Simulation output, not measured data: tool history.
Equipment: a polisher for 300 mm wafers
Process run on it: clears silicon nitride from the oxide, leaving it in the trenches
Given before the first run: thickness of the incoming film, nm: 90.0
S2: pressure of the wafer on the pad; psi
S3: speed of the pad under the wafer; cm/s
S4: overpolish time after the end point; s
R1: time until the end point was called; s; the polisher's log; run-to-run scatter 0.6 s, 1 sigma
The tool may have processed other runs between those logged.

run 1 hour=0 | flow_of_slurry_(ml/min)=135 S2=3.1 S3=126 S4=38 | R1=103.28
run 2 hour=7.7 | flow_of_slurry_(ml/min)=140 S2=3.3 S3=126 S4=38 | R1=97.192
run 3 hour=11.5 | flow_of_slurry_(ml/min)=140 S2=3.3 S3=144 S4=38 | R1=84.884
run 4 hour=14 | flow_of_slurry_(ml/min)=145 S2=3.4 S3=144 S4=38 | R1=80.72
run 5 hour=15 | flow_of_slurry_(ml/min)=145 S2=3 S3=144 S4=38 | R1=92.156
run 6 hour=18.1 | flow_of_slurry_(ml/min)=145 S2=3 S3=144 S4=40 | R1=90.725
run 7 hour=21 | flow_of_slurry_(ml/min)=150 S2=3.1 S3=144 S4=40 | R1=89.359
run 8 hour=29.3 | flow_of_slurry_(ml/min)=150 S2=3.2 S3=144 S4=40 | R1=84.404
run 9 hour=35.1 | flow_of_slurry_(ml/min)=155 S2=3.2 S3=144 S4=40 | R1=84.265
run 10 hour=42.4 | flow_of_slurry_(ml/min)=160 S2=3.2 S3=144 S4=40 | R1=84.685

Expected results for the next run?
run 11 hour=50.9 | flow_of_slurry_(ml/min)=160 S2=3.3 S3=144 S4=40 | R1=?

R1: 82.993 s
